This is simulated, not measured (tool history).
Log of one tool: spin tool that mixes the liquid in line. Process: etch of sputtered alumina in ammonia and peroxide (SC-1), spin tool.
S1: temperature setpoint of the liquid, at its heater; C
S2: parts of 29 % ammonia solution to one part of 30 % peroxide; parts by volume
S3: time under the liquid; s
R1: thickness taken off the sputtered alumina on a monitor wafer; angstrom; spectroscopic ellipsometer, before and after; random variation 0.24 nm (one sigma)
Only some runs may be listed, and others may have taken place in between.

run	day	S1	S2	S3	R1
1	0.000	63.0	0.75	305	441.67
2	0.029	62.0	0.75	305	429.55
3	0.388	62.0	0.75	325	451.33
4	0.742	60.5	0.75	325	418.60
5	1.038	59.5	0.75	325	394.21
6	1.404	59.0	0.75	325	386.91

Forecast run 7:
7	1.746	58.5	0.75	325	?

Logged for run 7: R1 373.97 angstrom.
